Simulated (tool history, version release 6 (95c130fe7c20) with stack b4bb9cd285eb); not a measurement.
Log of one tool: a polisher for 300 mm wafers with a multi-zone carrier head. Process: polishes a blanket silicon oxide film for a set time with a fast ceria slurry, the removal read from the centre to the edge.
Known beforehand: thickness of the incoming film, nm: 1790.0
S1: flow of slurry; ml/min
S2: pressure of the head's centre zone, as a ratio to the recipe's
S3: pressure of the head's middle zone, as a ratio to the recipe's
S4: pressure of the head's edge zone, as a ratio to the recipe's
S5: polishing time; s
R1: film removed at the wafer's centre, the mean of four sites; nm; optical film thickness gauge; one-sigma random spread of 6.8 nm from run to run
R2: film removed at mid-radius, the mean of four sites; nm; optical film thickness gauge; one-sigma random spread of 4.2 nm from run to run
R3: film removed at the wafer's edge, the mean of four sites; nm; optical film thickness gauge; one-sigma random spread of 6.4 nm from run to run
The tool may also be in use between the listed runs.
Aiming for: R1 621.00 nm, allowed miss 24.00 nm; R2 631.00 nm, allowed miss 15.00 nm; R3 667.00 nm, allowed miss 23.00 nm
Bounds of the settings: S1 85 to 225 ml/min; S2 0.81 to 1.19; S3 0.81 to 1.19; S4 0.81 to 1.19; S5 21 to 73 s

{"run": 1, "day": 0.0, "S1": 145, "S2": 1.0, "S3": 1.0, "S4": 1.0, "S5": 47, "R1": 531.19, "R2": 535.75, "R3": 573.05}
{"run": 2, "day": 0.292, "S1": 165, "S2": 1.01, "S3": 1.02, "S4": 1.04, "S5": 48, "R1": 570.79, "R2": 569.61, "R3": 611.88}
{"run": 3, "day": 0.383, "S1": 165, "S2": 1.06, "S3": 1.02, "S4": 1.04, "S5": 48, "R1": 607.16, "R2": 571.27, "R3": 602.71}
{"run": 4, "day": 0.671, "S1": 165, "S2": 1.06, "S3": 1.02, "S4": 1.12, "S5": 48, "R1": 597.62, "R2": 567.84, "R3": 624.3}
{"run": 5, "day": 1.008, "S1": 165, "S2": 1.01, "S3": 1.02, "S4": 1.12, "S5": 48, "R1": 586.64, "R2": 563.31, "R3": 617.37}
{"run": 6, "day": 1.133, "S1": 165, "S2": 1.01, "S3": 1.02, "S4": 1.19, "S5": 48, "R1": 571.12, "R2": 563.18, "R3": 656.58}
{"run": 7, "day": 1.492, "S1": 180, "S2": 1.01, "S3": 1.04, "S4": 1.18, "S5": 48, "R1": 592.87, "R2": 579.96, "R3": 657.62}
{"run": 8, "day": 1.538, "S1": 190, "S2": 1.01, "S3": 1.07, "S4": 1.17, "S5": 48, "R1": 599.23, "R2": 601.47, "R3": 650.07}
{"run": 9, "day": 1.892, "S1": 195, "S2": 1.01, "S3": 1.08, "S4": 1.18, "S5": 48, "R1": 593.05, "R2": 606.1, "R3": 662.65}
{"run": 10, "day": 2.208, "S1": 200, "S2": 1.02, "S3": 1.09, "S4": 1.17, "S5": 48, "R1": 612.15, "R2": 615.95, "R3": 648.85}

Which single option among these 4 for the next run brings every result within its allowed miss of target? Just one does.
{"run": "A", "day": 2.525, "S1": 185, "S2": 0.94, "S3": 1.02, "S4": 1.13, "S5": 50, "R1": "?", "R2": "?", "R3": "?"}
{"run": "B", "day": 2.525, "S1": 195, "S2": 1.03, "S3": 1.14, "S4": 1.15, "S5": 46, "R1": "?", "R2": "?", "R3": "?"}
{"run": "C", "day": 2.525, "S1": 185, "S2": 1.01, "S3": 1.09, "S4": 1.17, "S5": 46, "R1": "?", "R2": "?", "R3": "?"}
{"run": "D", "day": 2.525, "S1": 215, "S2": 1.04, "S3": 1.11, "S4": 1.19, "S5": 48, "R1": "?", "R2": "?", "R3": "?"}

move=A R1=565.88 R2=599.22 R3=668.11
move=B R1=577.10 R2=606.12 R3=623.25
move=C R1=559.95 R2=580.07 R3=625.28
move=D R1=618.96 R2=629.16 R3=669.79
A: moves away from the targets compared with the last run
B: moves away from the targets compared with the last run
C: moves away from the targets compared with the last run
D: in spec on every target
D meets every target.
